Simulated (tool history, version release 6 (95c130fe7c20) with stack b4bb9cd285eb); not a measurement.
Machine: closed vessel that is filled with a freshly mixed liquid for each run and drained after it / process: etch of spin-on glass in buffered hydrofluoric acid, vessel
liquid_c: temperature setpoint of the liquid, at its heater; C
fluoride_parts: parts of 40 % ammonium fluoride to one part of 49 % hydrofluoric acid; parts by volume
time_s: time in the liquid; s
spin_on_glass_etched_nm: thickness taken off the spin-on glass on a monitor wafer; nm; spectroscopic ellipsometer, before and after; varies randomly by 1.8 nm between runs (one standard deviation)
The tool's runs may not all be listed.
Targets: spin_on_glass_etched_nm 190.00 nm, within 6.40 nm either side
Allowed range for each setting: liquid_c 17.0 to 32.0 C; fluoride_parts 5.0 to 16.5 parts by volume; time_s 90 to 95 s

run	day	liquid_c	fluoride_parts	time_s	spin_on_glass_etched_nm
1	0.000	24.0	10.0	90	248.03
2	0.275	27.5	10.0	90	306.72
3	0.442	25.0	10.0	90	264.73
4	0.479	25.0	10.0	95	282.92
5	0.725	23.0	10.0	95	253.81
6	0.850	21.5	10.0	95	229.70
7	1.104	20.5	10.0	95	219.29
8	1.488	20.0	10.0	95	211.90
9	1.812	19.5	10.0	95	208.36
10	2.021	19.0	10.0	95	201.55

Which one of the following 5 next-run settings gets every result inside its allowed miss? There is exactly one.
A	2.229	18.5	9.0	95	?
B	2.229	20.0	10.0	90	?
C	2.229	21.0	11.0	95	?
D	2.229	19.5	10.0	95	?
E	2.229	18.0	9.0	90	?

move	spin_on_glass_etched_nm
A	211.81
B	204.31
C	207.82
D	209.70
E	195.06
A: lands further from the targets than the last run did
B: lands further from the targets than the last run did
C: lands further from the targets than the last run did
D: lands further from the targets than the last run did
E: meets every target
The move that meets every target is E.

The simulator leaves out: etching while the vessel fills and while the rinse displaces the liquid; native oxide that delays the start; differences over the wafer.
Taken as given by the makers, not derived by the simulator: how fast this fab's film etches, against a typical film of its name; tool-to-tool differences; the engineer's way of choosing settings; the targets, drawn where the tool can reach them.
